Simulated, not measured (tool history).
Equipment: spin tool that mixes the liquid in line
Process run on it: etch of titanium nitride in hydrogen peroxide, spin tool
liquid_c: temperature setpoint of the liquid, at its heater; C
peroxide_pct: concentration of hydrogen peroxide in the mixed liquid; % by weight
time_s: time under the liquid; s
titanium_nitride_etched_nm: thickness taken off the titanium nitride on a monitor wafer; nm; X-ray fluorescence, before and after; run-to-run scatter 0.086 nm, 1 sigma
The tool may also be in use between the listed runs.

run,day,liquid_c,peroxide_pct,time_s,titanium_nitride_etched_nm
1,0.000,45.0,19,270,15.171
2,0.088,45.0,19,290,16.283
3,0.271,42.0,19,290,13.012
4,0.379,42.0,17,290,12.574
5,0.571,42.5,17,290,13.027
6,0.771,43.0,17,290,13.576
7,1.067,43.5,17,290,14.137
8,1.104,44.0,17,290,14.680

Run 9 comes next. What will it give?
9,1.271,45.0,17,290,?

titanium_nitride_etched_nm: 15.924 nm

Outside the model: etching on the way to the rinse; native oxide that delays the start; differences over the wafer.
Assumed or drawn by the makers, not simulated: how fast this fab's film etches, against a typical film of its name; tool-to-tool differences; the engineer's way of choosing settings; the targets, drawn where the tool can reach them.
